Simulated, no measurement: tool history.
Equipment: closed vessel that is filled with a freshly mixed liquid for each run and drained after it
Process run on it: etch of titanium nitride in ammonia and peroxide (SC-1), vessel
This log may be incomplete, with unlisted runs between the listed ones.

run	hour	temperature setpoint of the liquid (K)	parts of water to one part of 30 % peroxide (parts by volume)	parts of 29 % ammonia solution to one part of 30 % peroxide (parts by volume)	time in the liquid (s)	thickness taken off the titanium nitride on a monitor wafer (angstrom)
1	0	333.15	24	0.4	335	165.38
2	5.4	335.15	24	0.4	335	186.24
3	6.3	336.65	24	0.4	335	202.85
4	10.6	332.15	24	0.4	335	153.91
5	16.4	334.65	24	0.4	335	182.79
6	18.9	336.15	24	0.4	335	198.27
7	21.1	337.65	24	0.4	335	217.51
8	29.1	338.65	24	0.4	335	233.99

Run 9 comes next. What will it give?
9	37.5	339.15	24	0.4	335	?

thickness taken off the titanium nitride on a monitor wafer (angstrom): 237.69

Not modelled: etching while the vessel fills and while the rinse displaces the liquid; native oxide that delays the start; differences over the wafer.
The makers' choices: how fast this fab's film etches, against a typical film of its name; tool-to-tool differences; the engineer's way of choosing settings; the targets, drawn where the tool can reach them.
